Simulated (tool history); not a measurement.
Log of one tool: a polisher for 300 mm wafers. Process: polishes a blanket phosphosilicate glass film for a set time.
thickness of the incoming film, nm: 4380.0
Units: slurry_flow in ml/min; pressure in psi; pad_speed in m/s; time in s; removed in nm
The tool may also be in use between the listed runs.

run 1 day=0 | slurry_flow=290 pressure=3.6 pad_speed=1.2 slurry_solids=1 time=100 | removed=867.32
run 2 day=0.267 | slurry_flow=290 pressure=3 pad_speed=1.2 slurry_solids=1 time=100 | removed=722.39
run 3 day=0.521 | slurry_flow=290 pressure=3 pad_speed=0.9 slurry_solids=1 time=100 | removed=571.23
run 4 day=0.675 | slurry_flow=290 pressure=3.8 pad_speed=0.96 slurry_solids=1 time=100 | removed=758.51
-- day=0.808 head pressure recalibrated
run 5 day=0.808 | slurry_flow=290 pressure=4.3 pad_speed=0.96 slurry_solids=1 time=100 | removed=924.79
run 6 day=1.117 | slurry_flow=290 pressure=4.3 pad_speed=0.84 slurry_solids=1 time=100 | removed=825.9
run 7 day=1.158 | slurry_flow=290 pressure=5.3 pad_speed=1.08 slurry_solids=1 time=100 | removed=1243.6
run 8 day=1.254 | slurry_flow=290 pressure=5.4 pad_speed=1.1 slurry_solids=1 time=100 | removed=1292.6

The next listed run, before its measurement:
run 9 day=1.492 | slurry_flow=290 pressure=5.5 pad_speed=1.12 slurry_solids=1 time=100 | removed=?

removed: 1297.4 nm
